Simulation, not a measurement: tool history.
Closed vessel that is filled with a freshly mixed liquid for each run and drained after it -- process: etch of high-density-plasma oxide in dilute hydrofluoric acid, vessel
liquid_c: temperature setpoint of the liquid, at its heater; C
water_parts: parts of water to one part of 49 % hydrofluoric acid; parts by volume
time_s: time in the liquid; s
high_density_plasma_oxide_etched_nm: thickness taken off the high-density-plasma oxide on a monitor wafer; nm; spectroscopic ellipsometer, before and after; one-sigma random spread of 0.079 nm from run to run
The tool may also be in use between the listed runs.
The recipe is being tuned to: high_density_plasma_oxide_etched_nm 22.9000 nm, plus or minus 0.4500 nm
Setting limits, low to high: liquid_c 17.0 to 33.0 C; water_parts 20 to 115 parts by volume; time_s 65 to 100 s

run  hour  liquid_c  water_parts  time_s  high_density_plasma_oxide_etched_nm
  1   0.0      25.0           65     100                               7.7744
  2   4.8      27.5           50     100                              11.4960
  3   9.2      29.0           40     100                              15.4920
  4  10.8      29.0           40      65                              10.0710
  5  18.2      32.0           40      65                              11.2860
  6  24.5      29.0           40      65                              10.0910
  7  31.3      30.5           35      75                              14.1570
  8  40.1      31.0           30      80                              18.2280
  9  49.0      31.5           30      80                              18.4820
 10  57.7      32.0           30      80                              18.8500
 11  66.3      32.5           30      80                              19.2460
 12  69.4      33.0           20      80                              29.9300
 13  75.0      30.5           20      80                              27.3590
 14  79.4      28.5           20      80                              25.0860
 15  85.8      27.0           20      80                              23.4800

Consider the 4 candidate settings below. Which is the only one whose results all fall within their allowed miss of target?
  A  92.2      26.5           20      85                                    ?
  B  92.2      28.0           25      90                                    ?
  C  92.2      28.0           25      95                                    ?
  D  92.2      25.0           20      90                                    ?

move  high_density_plasma_oxide_etched_nm
   A                              24.5470
   B                              21.9520
   C                              23.1710
   D                              24.4140
A: moves away from the targets compared with the last run
B: carries the result that was furthest off beyond its target, to the other side
C: hits every target within its allowed miss
D: moves away from the targets compared with the last run
C is the move that brings every result within its allowed miss.
